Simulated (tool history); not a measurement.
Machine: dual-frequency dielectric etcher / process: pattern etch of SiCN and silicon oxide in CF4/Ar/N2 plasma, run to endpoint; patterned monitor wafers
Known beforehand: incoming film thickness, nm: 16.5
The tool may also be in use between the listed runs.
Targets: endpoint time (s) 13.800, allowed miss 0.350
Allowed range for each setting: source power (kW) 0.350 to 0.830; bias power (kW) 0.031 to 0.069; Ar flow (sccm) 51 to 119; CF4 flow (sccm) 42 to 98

run	hour	source power (kW)	bias power (kW)	Ar flow (sccm)	CF4 flow (sccm)	endpoint time (s)
1	0.0	0.590	0.050	85	70	16.214
2	2.8	0.590	0.050	93	70	16.231
3	7.0	0.590	0.050	104	70	16.646
4	9.1	0.590	0.050	104	78	16.349
5	12.0	0.620	0.050	104	78	15.524
6	19.9	0.620	0.044	104	78	16.166
7	21.8	0.650	0.044	104	78	15.554
8	28.9	0.670	0.044	104	78	14.834
9	31.9	0.680	0.044	104	78	14.934
10	38.9	0.680	0.044	104	78	14.861

Of the 4 settings listed for the next run, only one would bring every result within its allowed miss of target. Which one?
A	45.9	0.790	0.045	92	74	?
B	45.9	0.600	0.046	103	70	?
C	45.9	0.720	0.045	96	81	?
D	45.9	0.770	0.049	113	88	?

move	endpoint time (s)
A	12.818
B	16.556
C	13.747
D	12.922
A: pushes the last run's worst result past its target
B: moves away from the targets compared with the last run
C: all results land within tolerance of their targets
D: pushes the last run's worst result past its target
Go with C: it meets all targets.
